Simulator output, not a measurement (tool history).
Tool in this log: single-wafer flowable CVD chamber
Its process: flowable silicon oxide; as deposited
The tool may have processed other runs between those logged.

run    day  heater temperature setpoint (°C)  chamber pressure (Torr)  RF power (W)  deposition time (s)  mean film thickness on the monitor wafer (nm)
  1      0                                90                    0.909          2525                  346                                         331.31
  2  0.029                                90                    1.006          2525                  346                                          366.4
  3  0.212                                83                    1.006          2525                  346                                         440.32
  4  0.392                                81                    1.006          2525                  346                                         467.09
  5  0.738                                81                    0.874          2525                  346                                         405.46
  6  0.838                                70                    0.874          2525                  346                                         518.28
  7   1.05                                70                    0.874          2525                  346                                         518.73
  8  1.217                                69                    0.878          2525                  346                                         532.74

Expected results for the next run?
  9  1.388                                69                    0.881          2525                  346                                              ?

Run 9 came out at mean film thickness on the monitor wafer (nm) 533.87.

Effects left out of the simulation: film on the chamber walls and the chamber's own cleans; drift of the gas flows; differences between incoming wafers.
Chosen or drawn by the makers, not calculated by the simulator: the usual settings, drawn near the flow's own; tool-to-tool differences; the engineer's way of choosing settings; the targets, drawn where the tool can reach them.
